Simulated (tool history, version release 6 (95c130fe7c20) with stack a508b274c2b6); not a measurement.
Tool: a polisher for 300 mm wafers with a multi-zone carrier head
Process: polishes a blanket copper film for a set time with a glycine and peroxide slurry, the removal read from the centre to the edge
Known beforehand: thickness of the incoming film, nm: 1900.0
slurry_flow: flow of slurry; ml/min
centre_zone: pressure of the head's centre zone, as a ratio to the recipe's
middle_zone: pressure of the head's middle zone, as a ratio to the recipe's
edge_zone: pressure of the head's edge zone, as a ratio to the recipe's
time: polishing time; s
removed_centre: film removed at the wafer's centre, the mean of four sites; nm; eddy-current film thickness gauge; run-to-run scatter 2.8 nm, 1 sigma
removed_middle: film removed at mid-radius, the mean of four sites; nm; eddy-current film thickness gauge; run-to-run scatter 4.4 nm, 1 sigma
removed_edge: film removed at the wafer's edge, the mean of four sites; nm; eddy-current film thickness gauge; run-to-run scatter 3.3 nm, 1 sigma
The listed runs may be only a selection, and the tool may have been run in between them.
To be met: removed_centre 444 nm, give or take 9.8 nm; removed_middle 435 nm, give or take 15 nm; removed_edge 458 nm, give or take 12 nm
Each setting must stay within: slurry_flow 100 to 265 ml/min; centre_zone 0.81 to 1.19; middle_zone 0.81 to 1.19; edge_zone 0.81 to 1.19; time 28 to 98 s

run,hour,slurry_flow,centre_zone,middle_zone,edge_zone,time,removed_centre,removed_middle,removed_edge
1,0,170,1,1,1,63,282.77,283.13,288.09
2,3.9,180,1.02,1.02,1.06,71,328.82,330.84,337.44
3,6.3,180,1.02,1.02,1.06,63,294.23,295.76,300.65
4,7.9,180,1.02,1.02,1,63,293.17,294.15,289.38
5,8.7,185,1.04,1.03,1.06,71,336.28,333.09,337.63
6,11.5,195,1.05,1.04,1.1,76,366.57,359.69,365.3
7,16.8,185,1.05,1.04,1.12,81,391.62,381.18,393.63
# hour 17.3: worn pad replaced by a new one
8,17.3,200,1.05,1.04,1.14,83,428,430.5,437.36
9,24.9,205,1.05,1.02,1.14,83,435.91,424.98,437.23
10,29.8,210,1.04,1.01,1.15,83,429.29,415.17,440.25

4 candidate next runs follow, results not yet known. Just one meets every target within its allowed miss. Identify it.
A,34.7,210,0.96,1.01,1.19,85,?,?,?
B,34.7,220,1.02,1,1.13,87,?,?,?
C,34.7,235,1.05,0.96,1.14,81,?,?,?
D,34.7,185,1,0.85,1.19,89,?,?,?

move,removed_centre,removed_middle,removed_edge
A,410.9,424.21,456.22
B,446.49,433.13,459.11
C,430.28,392.83,431.91
D,436.3,377.64,472.29
A: lands further from the targets than the last run did
B: each result inside its tolerance
C: lands further from the targets than the last run did
D: gets the furthest-off result to its target, but another result is out of tolerance
Go with B: it meets all targets.
